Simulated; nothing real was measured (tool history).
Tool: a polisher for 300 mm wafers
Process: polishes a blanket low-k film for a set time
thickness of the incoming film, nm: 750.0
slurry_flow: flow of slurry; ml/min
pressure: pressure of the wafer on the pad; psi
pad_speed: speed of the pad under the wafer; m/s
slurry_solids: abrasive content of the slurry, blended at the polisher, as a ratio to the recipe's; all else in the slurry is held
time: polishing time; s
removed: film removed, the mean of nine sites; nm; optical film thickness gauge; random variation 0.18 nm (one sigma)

run,hour,slurry_flow,pressure,pad_speed,slurry_solids,time,removed
1,0,185,1.3,0.9,1,57,11.729
2,3.7,185,1,0.9,1,57,9.1603
3,4.7,185,1,0.9,1,57,9.2741
4,9.2,155,1,0.9,1,57,9.1337
5,15.7,155,0.8,0.9,1,57,7.5265
6,18.2,190,0.8,0.9,1,57,7.4965
7,19.5,190,0.9,0.9,1,57,8.3567
8,27.4,190,1,0.9,1,57,9.2947
9,31.4,190,1.1,0.9,1,57,10.242
10,36.5,190,1.2,0.9,1,57,11.416

The next listed run, before its measurement:
11,43,195,1.4,0.9,1,57,?

removed: 13.079 nm
